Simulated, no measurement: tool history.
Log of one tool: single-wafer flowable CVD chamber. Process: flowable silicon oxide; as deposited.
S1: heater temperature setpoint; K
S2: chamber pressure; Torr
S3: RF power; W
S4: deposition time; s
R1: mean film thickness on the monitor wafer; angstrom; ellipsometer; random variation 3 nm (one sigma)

run 1 hour=0.0 | S1=368.15 S2=0.584 S3=1670 S4=596 | R1=2799.3
run 2 hour=6.7 | S1=368.15 S2=0.584 S3=1445 S4=596 | R1=2577.1
run 3 hour=10.7 | S1=361.15 S2=0.585 S3=1445 S4=596 | R1=3217.7
run 4 hour=16.9 | S1=361.15 S2=0.585 S3=1635 S4=596 | R1=3433.3
run 5 hour=17.9 | S1=352.15 S2=0.585 S3=1635 S4=596 | R1=4403.3
run 6 hour=25.7 | S1=350.15 S2=0.585 S3=1635 S4=596 | R1=4621.1
-- hour=30.3 thermocouple changed; heater temperature recalibrated
run 7 hour=30.3 | S1=348.15 S2=0.585 S3=1635 S4=596 | R1=4331.2
run 8 hour=36.0 | S1=347.15 S2=0.604 S3=1635 S4=596 | R1=4610.4
run 9 hour=39.0 | S1=346.15 S2=0.642 S3=1645 S4=596 | R1=4964.1
run 10 hour=47.0 | S1=345.15 S2=0.662 S3=1650 S4=596 | R1=5304.1
run 11 hour=49.7 | S1=345.15 S2=0.665 S3=1650 S4=596 | R1=5305.1

Run 12 comes next. What will it give?
run 12 hour=52.8 | S1=345.15 S2=0.668 S3=1650 S4=596 | R1=?

R1: 5351.0 angstrom
